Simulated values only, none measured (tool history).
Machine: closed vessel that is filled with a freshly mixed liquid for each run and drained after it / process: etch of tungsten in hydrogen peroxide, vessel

run,hour,temperature setpoint of the liquid (K),concentration of hydrogen peroxide in the mixed liquid (% by weight),time in the liquid (s),thickness taken off the tungsten on a monitor wafer (nm)
1,0,315.15,21.5,95,187.59
2,7.7,315.15,21.5,100,197.54
3,13.1,313.15,19.5,100,165.92
4,20.2,313.15,19.5,95,158.38
5,29.2,313.15,19.5,95,157.31
6,31.5,311.65,18,95,137.89
7,35.5,305.15,13,95,75.299

For run 8, what comes out?
8,39.9,305.65,13,95,?

Run 8 measured thickness taken off the tungsten on a monitor wafer (nm) 78.082.

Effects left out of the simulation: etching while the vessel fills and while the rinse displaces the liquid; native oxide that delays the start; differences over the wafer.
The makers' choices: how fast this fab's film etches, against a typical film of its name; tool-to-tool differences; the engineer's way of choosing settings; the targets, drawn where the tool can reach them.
